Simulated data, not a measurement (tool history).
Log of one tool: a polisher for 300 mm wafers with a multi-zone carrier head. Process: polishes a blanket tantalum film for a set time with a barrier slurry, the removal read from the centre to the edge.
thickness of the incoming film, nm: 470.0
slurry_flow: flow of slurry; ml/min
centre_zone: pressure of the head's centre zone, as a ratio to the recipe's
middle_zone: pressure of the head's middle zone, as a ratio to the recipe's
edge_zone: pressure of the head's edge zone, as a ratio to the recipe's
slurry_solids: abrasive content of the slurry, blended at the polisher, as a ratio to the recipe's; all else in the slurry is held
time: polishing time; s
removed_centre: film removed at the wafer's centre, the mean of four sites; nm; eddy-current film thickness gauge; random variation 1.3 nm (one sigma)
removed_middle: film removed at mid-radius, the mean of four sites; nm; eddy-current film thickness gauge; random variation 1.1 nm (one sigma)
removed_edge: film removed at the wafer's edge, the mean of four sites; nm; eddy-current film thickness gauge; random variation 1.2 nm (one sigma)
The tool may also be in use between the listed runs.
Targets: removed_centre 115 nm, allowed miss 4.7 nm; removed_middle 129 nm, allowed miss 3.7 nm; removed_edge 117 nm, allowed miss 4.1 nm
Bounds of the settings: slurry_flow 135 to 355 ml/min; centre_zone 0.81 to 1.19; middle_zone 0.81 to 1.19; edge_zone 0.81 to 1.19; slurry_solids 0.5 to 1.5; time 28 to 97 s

run,hour,slurry_flow,centre_zone,middle_zone,edge_zone,slurry_solids,time,removed_centre,removed_middle,removed_edge
1,0,225,1,1,1,1,62,73.055,75.993,77.943
2,7.6,225,1,1,0.92,1,62,71.524,76.658,73.209
3,14,240,1.02,1.05,0.96,1.15,65,80.734,86.142,81.602
4,17.2,240,1.02,1.05,0.96,1.15,77,93.776,101.24,97.207
5,23.2,210,1.02,1.05,0.96,1.15,77,91.056,100.93,95.695
6,28.2,210,1.02,1.05,0.99,1.15,77,93.2,100.62,96.302
7,34.1,220,1.02,1.08,1.01,1.25,78,96.684,105.89,99.557
8,36.1,230,1.02,1.1,1.02,1.3,80,99.303,112.53,103.98

Which of these 4 next moves meets every target?
A,38.1,195,0.81,1.09,1.02,1.45,89,?,?,?
B,38.1,240,0.99,1.14,1.12,1.45,84,?,?,?
C,38.1,245,1.05,1.13,1.01,1.3,89,?,?,?
D,38.1,225,1.17,1.08,1.03,1.35,84,?,?,?

move,removed_centre,removed_middle,removed_edge
A,86.726,122.36,116.49
B,103.88,123.68,117.83
C,115.06,128.05,116.71
D,120.33,115.57,111.02
A: further off than the last run
B: nearer than the last run, and not there yet
C: meets every target
D: nearer than the last run, and not there yet
The right move is C.
